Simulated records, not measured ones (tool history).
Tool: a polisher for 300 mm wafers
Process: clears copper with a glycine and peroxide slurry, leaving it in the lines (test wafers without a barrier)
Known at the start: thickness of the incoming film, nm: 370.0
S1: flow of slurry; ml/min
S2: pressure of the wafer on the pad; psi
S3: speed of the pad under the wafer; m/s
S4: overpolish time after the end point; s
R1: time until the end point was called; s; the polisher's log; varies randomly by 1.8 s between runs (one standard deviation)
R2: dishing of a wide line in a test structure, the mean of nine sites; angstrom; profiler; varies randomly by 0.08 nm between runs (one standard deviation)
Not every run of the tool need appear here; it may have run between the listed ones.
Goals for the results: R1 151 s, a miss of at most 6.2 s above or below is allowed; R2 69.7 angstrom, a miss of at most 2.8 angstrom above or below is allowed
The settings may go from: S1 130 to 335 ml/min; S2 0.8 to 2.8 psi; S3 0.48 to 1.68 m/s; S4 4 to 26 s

| run | hour | S1 | S2 | S3 | S4 | R1 | R2 |
|---|---|---|---|---|---|---|---|
| 1 | 0 | 215 | 1.8 | 1.08 | 13 | 85.499 | 355.2 |
| 2 | 7.6 | 215 | 2.2 | 1.08 | 13 | 74.35 | 407.36 |
| 3 | 8.4 | 205 | 2 | 1 | 12 | 85.707 | 346.96 |
| 4 | 9.7 | 225 | 1.8 | 0.92 | 11 | 97.098 | 282.51 |
| 5 | 17 | 225 | 1.8 | 0.92 | 7 | 97.489 | 187.56 |
| 6 | 18.1 | 225 | 1.4 | 0.92 | 7 | 117 | 154.03 |
| 7 | 23.7 | 165 | 0.9 | 0.76 | 4 | 175.98 | 59.122 |
| 8 | 27.3 | 160 | 0.9 | 0.78 | 4 | 177.33 | 59.898 |
| 9 | 35.4 | 155 | 0.9 | 0.8 | 4 | 178.05 | 59.465 |
| 10 | 36.6 | 150 | 0.9 | 0.82 | 4 | 175.87 | 60.209 |
| 11 | 44.9 | 145 | 0.9 | 0.84 | 4 | 168.64 | 62.154 |
| 12 | 49 | 135 | 1 | 0.88 | 4 | 158.14 | 66.425 |
| 13 | 54.3 | 130 | 1 | 0.9 | 4 | 160.41 | 64.546 |

Which of these 5 next moves meets every target?
| A | 59.6 | 130 | 0.9 | 0.92 | 4 | ? | ? |
| B | 59.6 | 130 | 0.9 | 0.9 | 4 | ? | ? |
| C | 59.6 | 165 | 1.1 | 0.92 | 4 | ? | ? |
| D | 59.6 | 130 | 1.2 | 0.68 | 4 | ? | ? |
| E | 59.6 | 130 | 0.9 | 1.08 | 4 | ? | ? |

| move | R1 | R2 |
|---|---|---|
| A | 166.71 | 61.781 |
| B | 168.85 | 61.024 |
| C | 141.19 | 72.733 |
| D | 168.13 | 61.449 |
| E | 151.37 | 67.808 |
A: moves away from the targets compared with the last run
B: moves away from the targets compared with the last run
C: takes the biggest miss from the last run beyond its target
D: moves away from the targets compared with the last run
E: each result inside its tolerance
The right move is E.

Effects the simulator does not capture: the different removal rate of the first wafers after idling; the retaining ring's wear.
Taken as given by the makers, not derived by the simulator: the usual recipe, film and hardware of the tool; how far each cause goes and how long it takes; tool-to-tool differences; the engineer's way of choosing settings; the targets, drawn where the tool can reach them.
